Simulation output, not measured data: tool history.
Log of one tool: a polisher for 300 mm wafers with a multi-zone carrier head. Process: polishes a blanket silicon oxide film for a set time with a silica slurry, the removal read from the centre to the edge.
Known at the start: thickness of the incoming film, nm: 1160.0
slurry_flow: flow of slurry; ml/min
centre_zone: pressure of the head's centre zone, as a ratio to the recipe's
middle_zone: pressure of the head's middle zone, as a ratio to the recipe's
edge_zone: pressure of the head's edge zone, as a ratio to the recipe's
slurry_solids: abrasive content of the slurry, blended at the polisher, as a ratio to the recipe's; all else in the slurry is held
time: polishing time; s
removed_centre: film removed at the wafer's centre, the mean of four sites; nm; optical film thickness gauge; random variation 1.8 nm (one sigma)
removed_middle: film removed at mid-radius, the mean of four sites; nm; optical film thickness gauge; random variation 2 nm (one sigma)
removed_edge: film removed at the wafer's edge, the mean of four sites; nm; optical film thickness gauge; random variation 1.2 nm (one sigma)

{"run": 1, "hour": 0.0, "slurry_flow": 305, "centre_zone": 1.0, "middle_zone": 1.0, "edge_zone": 1.0, "slurry_solids": 1.0, "time": 83, "removed_centre": 171.73, "removed_middle": 168.33, "removed_edge": 171.19}
{"run": 2, "hour": 3.3, "slurry_flow": 255, "centre_zone": 1.0, "middle_zone": 1.0, "edge_zone": 1.0, "slurry_solids": 1.0, "time": 83, "removed_centre": 169.57, "removed_middle": 165.36, "removed_edge": 167.77}
{"run": 3, "hour": 10.5, "slurry_flow": 255, "centre_zone": 1.0, "middle_zone": 0.95, "edge_zone": 1.0, "slurry_solids": 1.0, "time": 83, "removed_centre": 168.3, "removed_middle": 156.95, "removed_edge": 165.71}
{"run": 4, "hour": 14.4, "slurry_flow": 255, "centre_zone": 1.0, "middle_zone": 0.95, "edge_zone": 1.0, "slurry_solids": 1.2, "time": 83, "removed_centre": 188.23, "removed_middle": 171.4, "removed_edge": 187.3}
{"run": 5, "hour": 19.3, "slurry_flow": 255, "centre_zone": 0.93, "middle_zone": 0.95, "edge_zone": 1.0, "slurry_solids": 1.2, "time": 83, "removed_centre": 173.04, "removed_middle": 176.27, "removed_edge": 187.37}
{"run": 6, "hour": 21.8, "slurry_flow": 265, "centre_zone": 0.96, "middle_zone": 0.97, "edge_zone": 1.0, "slurry_solids": 1.2, "time": 83, "removed_centre": 181.0, "removed_middle": 181.3, "removed_edge": 187.44}

Run 7 comes next. What will it give?
{"run": 7, "hour": 23.6, "slurry_flow": 275, "centre_zone": 0.99, "middle_zone": 0.98, "edge_zone": 1.0, "slurry_solids": 1.2, "time": 83, "removed_centre": "?", "removed_middle": "?", "removed_edge": "?"}

{"run 7": {"removed_centre": 185.53, "removed_middle": 180.59, "removed_edge": 189.19}}
